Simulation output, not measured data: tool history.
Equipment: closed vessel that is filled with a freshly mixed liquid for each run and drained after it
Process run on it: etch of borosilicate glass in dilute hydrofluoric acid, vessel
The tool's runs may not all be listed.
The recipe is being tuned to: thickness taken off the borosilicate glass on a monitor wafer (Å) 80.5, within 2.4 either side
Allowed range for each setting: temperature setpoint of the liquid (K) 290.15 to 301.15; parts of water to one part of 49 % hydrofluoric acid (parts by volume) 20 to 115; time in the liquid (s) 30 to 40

run	hour	temperature setpoint of the liquid (K)	parts of water to one part of 49 % hydrofluoric acid (parts by volume)	time in the liquid (s)	thickness taken off the borosilicate glass on a monitor wafer (Å)
1	0	293.15	65	40	127.65
2	3	292.15	70	40	114.02
3	7.9	292.15	80	40	98.515
4	14	291.65	80	40	94.988
5	22.9	291.65	80	30	72.088
6	24.6	291.65	80	40	96.855
7	30.3	291.15	85	40	87.201
8	36.2	290.65	85	40	87.452

Exercise: of the 4 proposed moves below, exactly one satisfies all targets within the stated allowed misses. Which move is it?
A	42.1	291.15	70	35	?
B	42.1	290.15	75	40	?
C	42.1	293.15	65	30	?
D	42.1	293.65	90	35	?

move	thickness taken off the borosilicate glass on a monitor wafer (Å)
A	94.116
B	95.667
C	95.091
D	79.463
A: its largest miss is bigger than the last run's
B: its largest miss is bigger than the last run's
C: its largest miss is bigger than the last run's
D: every result lands within tolerance
The move that meets every target is D.

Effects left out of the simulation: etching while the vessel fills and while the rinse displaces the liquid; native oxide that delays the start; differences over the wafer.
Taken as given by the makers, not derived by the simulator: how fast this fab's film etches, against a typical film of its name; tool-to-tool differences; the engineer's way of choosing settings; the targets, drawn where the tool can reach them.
